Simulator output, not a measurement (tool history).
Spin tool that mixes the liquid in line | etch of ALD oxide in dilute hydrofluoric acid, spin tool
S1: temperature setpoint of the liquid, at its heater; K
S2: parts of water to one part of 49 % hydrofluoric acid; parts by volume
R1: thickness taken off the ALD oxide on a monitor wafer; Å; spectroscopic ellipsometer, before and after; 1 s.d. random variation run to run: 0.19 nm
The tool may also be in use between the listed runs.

run 1 hour=0.0 | S1=294.15 S2=115 time_under_the_liquid_(s)=165 | R1=393.82
run 2 hour=8.5 | S1=295.15 S2=115 time_under_the_liquid_(s)=165 | R1=414.88
run 3 hour=15.1 | S1=295.65 S2=115 time_under_the_liquid_(s)=165 | R1=419.42
run 4 hour=15.7 | S1=299.15 S2=115 time_under_the_liquid_(s)=165 | R1=483.56
run 5 hour=17.7 | S1=299.15 S2=115 time_under_the_liquid_(s)=180 | R1=524.59
run 6 hour=20.8 | S1=302.15 S2=115 time_under_the_liquid_(s)=180 | R1=591.62
run 7 hour=28.4 | S1=300.15 S2=115 time_under_the_liquid_(s)=180 | R1=550.27
run 8 hour=29.7 | S1=298.65 S2=115 time_under_the_liquid_(s)=180 | R1=515.82
run 9 hour=32.6 | S1=297.65 S2=115 time_under_the_liquid_(s)=180 | R1=499.41
run 10 hour=38.7 | S1=297.15 S2=115 time_under_the_liquid_(s)=180 | R1=492.89
run 11 hour=41.8 | S1=296.65 S2=115 time_under_the_liquid_(s)=180 | R1=477.33

What will run 12 give?
run 12 hour=42.6 | S1=296.15 S2=115 time_under_the_liquid_(s)=180 | R1=?

Logged for run 12: R1 470.26 Å.
